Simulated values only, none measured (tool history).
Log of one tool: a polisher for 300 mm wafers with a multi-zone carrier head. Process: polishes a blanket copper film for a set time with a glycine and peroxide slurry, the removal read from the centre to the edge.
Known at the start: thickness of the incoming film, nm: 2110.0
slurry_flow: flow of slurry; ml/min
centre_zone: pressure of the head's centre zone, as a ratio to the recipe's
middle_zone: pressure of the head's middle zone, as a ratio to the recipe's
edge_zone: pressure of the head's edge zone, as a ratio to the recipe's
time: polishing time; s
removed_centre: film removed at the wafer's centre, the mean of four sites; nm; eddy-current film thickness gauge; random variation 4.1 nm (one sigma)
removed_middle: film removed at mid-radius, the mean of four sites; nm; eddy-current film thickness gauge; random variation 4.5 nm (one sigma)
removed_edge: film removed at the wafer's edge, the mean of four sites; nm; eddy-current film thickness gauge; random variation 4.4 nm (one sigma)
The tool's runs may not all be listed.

run	hour	slurry_flow	centre_zone	middle_zone	edge_zone	time	removed_centre	removed_middle	removed_edge
1	0	310	1	1	1	69	277.07	283.26	275.6
2	8	350	1	1	1	69	276.92	284.43	277.7
3	13.3	350	1	1	0.94	69	277.14	284.34	273.91
4	19.6	350	1	1	0.97	69	280.95	282.26	274.5
5	21.6	345	0.98	1.03	0.98	73	287.39	313.97	288.43
6	28.6	345	0.97	1.03	1	76	299.92	319.28	307.27
7	33.7	345	0.96	1.06	1.01	78	309.62	341.48	314.77

Run 8 comes next. What will it give?
8	37.2	345	0.95	1.07	1.02	80	?	?	?

removed_centre: 306.93 nm
removed_middle: 352.11 nm
removed_edge: 332.38 nm
